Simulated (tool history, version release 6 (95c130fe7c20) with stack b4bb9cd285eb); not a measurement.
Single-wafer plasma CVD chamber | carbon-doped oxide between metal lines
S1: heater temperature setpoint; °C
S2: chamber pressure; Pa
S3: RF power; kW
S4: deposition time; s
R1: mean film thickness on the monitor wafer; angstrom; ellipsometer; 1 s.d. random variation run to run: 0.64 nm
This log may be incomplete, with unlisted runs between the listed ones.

run	day	S1	S2	S3	S4	R1
1	0	340	699	0.465	24.8	1332.3
2	0.312	340	699	0.42	24.8	1246.7
3	0.429	343	669	0.415	24.8	1224.1
4	0.562	348	669	0.415	24.8	1198.5
5	0.725	348	669	0.415	25.5	1231.1
6	0.862	348	751	0.415	25.5	1245.9

Estimate the outcome of run 7 from the log above:
7	1.196	350	740	0.405	25.5	?

{"run 7": {"R1": 1231.6}}
